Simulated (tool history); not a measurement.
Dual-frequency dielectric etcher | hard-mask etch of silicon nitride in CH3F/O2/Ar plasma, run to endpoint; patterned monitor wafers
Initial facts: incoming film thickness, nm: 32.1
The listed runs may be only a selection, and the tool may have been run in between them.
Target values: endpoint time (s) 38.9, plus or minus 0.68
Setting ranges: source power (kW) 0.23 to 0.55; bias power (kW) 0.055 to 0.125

run	hour	source power (kW)	bias power (kW)	endpoint time (s)
1	0	0.39	0.09	44.285
2	0.7	0.32	0.09	45.751
3	4.4	0.32	0.077	48.475
4	9.1	0.36	0.082	46.366
5	9.7	0.42	0.082	44.951
6	12	0.44	0.086	43.227
7	16.9	0.46	0.088	43.018
8	18	0.47	0.091	42.815
9	22.6	0.49	0.095	41.315
10	29	0.5	0.097	40.643
11	34.8	0.5	0.097	41.303
12	43	0.51	0.1	40.657

Below are 5 possible settings for the next run. Only one of them brings all results inside the allowed miss of their targets. Which is it?
A	51.2	0.55	0.122	?
B	51.2	0.54	0.12	?
C	51.2	0.5	0.096	?
D	51.2	0.54	0.108	?
E	51.2	0.49	0.087	?

move	endpoint time (s)
A	37.29
B	37.661
C	41.15
D	38.939
E	42.58
A: pushes the last run's worst result past its target
B: pushes the last run's worst result past its target
C: further off than the last run
D: hits every target within its allowed miss
E: further off than the last run
D meets every target.

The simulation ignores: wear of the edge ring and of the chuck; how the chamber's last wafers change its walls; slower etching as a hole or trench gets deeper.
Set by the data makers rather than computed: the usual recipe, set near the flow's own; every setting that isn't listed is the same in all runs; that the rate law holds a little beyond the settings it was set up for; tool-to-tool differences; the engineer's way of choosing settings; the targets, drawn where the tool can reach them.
